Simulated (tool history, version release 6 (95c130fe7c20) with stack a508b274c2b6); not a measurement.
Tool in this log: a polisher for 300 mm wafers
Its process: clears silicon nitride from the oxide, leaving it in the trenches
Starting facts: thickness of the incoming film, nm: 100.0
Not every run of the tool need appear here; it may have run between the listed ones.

run    day  flow of slurry (ml/min)  pressure of the wafer on the pad (psi)  speed of the pad under the wafer (cm/s)  overpolish time after the end point (s)  time until the end point was called (s)
  1      0                      250                                       3                                       84                                        7                                   130.17
  2  0.162                      250                                     3.6                                       84                                        7                                   116.63
  3  0.429                      250                                     3.1                                       82                                        7                                   128.61
  4  0.692                      315                                     3.1                                       82                                        7                                    126.8
  5  0.962                      315                                     3.1                                      104                                        7                                   101.48
  6  1.292                      315                                     3.1                                      124                                        7                                   84.947
  7  1.446                      305                                     2.7                                      116                                        7                                   97.015
  8  1.796                      300                                     2.4                                      104                                        7                                   116.11
  9  1.858                      295                                     2.2                                       96                                        7                                   132.68
 10  1.942                      295                                       2                                       90                                        7                                    146.6

For run 11, what comes out?
 11  2.217                      295                                       2                                       90                                        7                                        ?

For run 11 the tool returned time until the end point was called (s) 148.66.
